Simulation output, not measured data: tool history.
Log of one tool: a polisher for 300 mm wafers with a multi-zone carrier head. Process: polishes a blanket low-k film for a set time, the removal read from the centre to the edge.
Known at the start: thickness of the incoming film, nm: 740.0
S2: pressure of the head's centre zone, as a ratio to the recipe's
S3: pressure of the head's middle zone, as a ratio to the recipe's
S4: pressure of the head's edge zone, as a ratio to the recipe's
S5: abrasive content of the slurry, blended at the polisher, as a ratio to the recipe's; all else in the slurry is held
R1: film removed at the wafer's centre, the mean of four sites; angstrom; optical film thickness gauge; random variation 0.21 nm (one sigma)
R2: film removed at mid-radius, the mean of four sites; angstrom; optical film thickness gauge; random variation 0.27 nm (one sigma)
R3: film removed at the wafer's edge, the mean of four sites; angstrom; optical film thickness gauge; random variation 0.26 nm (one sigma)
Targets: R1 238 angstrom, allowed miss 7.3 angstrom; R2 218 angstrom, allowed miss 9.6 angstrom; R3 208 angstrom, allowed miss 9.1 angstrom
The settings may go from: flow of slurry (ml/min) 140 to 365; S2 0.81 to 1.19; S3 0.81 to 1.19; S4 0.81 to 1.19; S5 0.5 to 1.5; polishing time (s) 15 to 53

{"run": 1, "hour": 0.0, "flow of slurry (ml/min)": 235, "S2": 1, "S3": 1, "S4": 1, "S5": 1, "polishing time (s)": 34, "R1": 170.08, "R2": 167.89, "R3": 164.16}
{"run": 2, "hour": 2.6, "flow of slurry (ml/min)": 245, "S2": 1.05, "S3": 1.03, "S4": 1.04, "S5": 1.1, "polishing time (s)": 34, "R1": 186.54, "R2": 179.62, "R3": 177.43}
{"run": 3, "hour": 9.4, "flow of slurry (ml/min)": 245, "S2": 1.05, "S3": 1.03, "S4": 1.04, "S5": 1, "polishing time (s)": 34, "R1": 178.54, "R2": 172.07, "R3": 165.94}
{"run": 4, "hour": 15.5, "flow of slurry (ml/min)": 245, "S2": 1.05, "S3": 1.03, "S4": 1.04, "S5": 0.85, "polishing time (s)": 34, "R1": 168.23, "R2": 163.49, "R3": 158.39}
{"run": 5, "hour": 18.3, "flow of slurry (ml/min)": 245, "S2": 1.05, "S3": 1, "S4": 1.04, "S5": 0.85, "polishing time (s)": 34, "R1": 168.02, "R2": 159.62, "R3": 158.48}
{"run": 6, "hour": 20.3, "flow of slurry (ml/min)": 255, "S2": 1.09, "S3": 1.04, "S4": 1.06, "S5": 1, "polishing time (s)": 34, "R1": 187.04, "R2": 174.22, "R3": 170.74}
{"run": 7, "hour": 23.4, "flow of slurry (ml/min)": 265, "S2": 1.12, "S3": 1.07, "S4": 1.08, "S5": 1.1, "polishing time (s)": 34, "R1": 198.75, "R2": 181.61, "R3": 174.97}
{"run": 8, "hour": 31.7, "flow of slurry (ml/min)": 265, "S2": 1.12, "S3": 1.08, "S4": 1.09, "S5": 1.2, "polishing time (s)": 34, "R1": 207.94, "R2": 189.42, "R3": 186.52}
{"run": 9, "hour": 35.7, "flow of slurry (ml/min)": 270, "S2": 1.13, "S3": 1.1, "S4": 1.1, "S5": 1.25, "polishing time (s)": 34, "R1": 212.74, "R2": 191.18, "R3": 190.93}
{"run": 10, "hour": 39.6, "flow of slurry (ml/min)": 270, "S2": 1.13, "S3": 1.12, "S4": 1.09, "S5": 1.3, "polishing time (s)": 34, "R1": 212.97, "R2": 197.95, "R3": 190.72}
{"run": 11, "hour": 40.9, "flow of slurry (ml/min)": 275, "S2": 1.14, "S3": 1.14, "S4": 1.1, "S5": 1.35, "polishing time (s)": 34, "R1": 222.06, "R2": 206.2, "R3": 192.92}
{"run": 12, "hour": 41.5, "flow of slurry (ml/min)": 280, "S2": 1.14, "S3": 1.15, "S4": 1.11, "S5": 1.4, "polishing time (s)": 34, "R1": 225.1, "R2": 217.11, "R3": 193.31}
{"run": 13, "hour": 50.1, "flow of slurry (ml/min)": 280, "S2": 1.14, "S3": 1.14, "S4": 1.12, "S5": 1.45, "polishing time (s)": 34, "R1": 227.36, "R2": 212.19, "R3": 201.65}
{"run": 14, "hour": 56.1, "flow of slurry (ml/min)": 285, "S2": 1.15, "S3": 1.14, "S4": 1.13, "S5": 1.45, "polishing time (s)": 34, "R1": 230.21, "R2": 207.88, "R3": 202.27}
{"run": 15, "hour": 61.7, "flow of slurry (ml/min)": 285, "S2": 1.15, "S3": 1.15, "S4": 1.13, "S5": 1.45, "polishing time (s)": 34, "R1": 226.55, "R2": 210.02, "R3": 203.33}

5 next moves are on the table. One of them brings every result within its allowed miss. Which?
{"run": "A", "hour": 67.3, "flow of slurry (ml/min)": 285, "S2": 1.15, "S3": 1.16, "S4": 1.12, "S5": 1.5, "polishing time (s)": 38, "R1": "?", "R2": "?", "R3": "?"}
{"run": "B", "hour": 67.3, "flow of slurry (ml/min)": 280, "S2": 1.11, "S3": 1.16, "S4": 1.13, "S5": 1.45, "polishing time (s)": 34, "R1": "?", "R2": "?", "R3": "?"}
{"run": "C", "hour": 67.3, "flow of slurry (ml/min)": 335, "S2": 1.1, "S3": 1.06, "S4": 1.19, "S5": 1.5, "polishing time (s)": 36, "R1": "?", "R2": "?", "R3": "?"}
{"run": "D", "hour": 67.3, "flow of slurry (ml/min)": 340, "S2": 1.12, "S3": 1.06, "S4": 1.09, "S5": 1.25, "polishing time (s)": 37, "R1": "?", "R2": "?", "R3": "?"}
{"run": "E", "hour": 67.3, "flow of slurry (ml/min)": 305, "S2": 1.11, "S3": 1.07, "S4": 1.19, "S5": 1.35, "polishing time (s)": 33, "R1": "?", "R2": "?", "R3": "?"}

move=A R1=256.88 R2=245.88 R3=231.56
move=B R1=218.87 R2=217.14 R3=205.34
move=C R1=236.79 R2=224.64 R3=228.36
move=D R1=232.94 R2=217.01 R3=212.11
move=E R1=209.25 R2=197.94 R3=200.55
A: takes the result that was furthest off past its target
B: further off than the last run
C: brings the result that was furthest off to its target, and leaves another outside
D: meets every target
E: further off than the last run
Move D is the one to make.
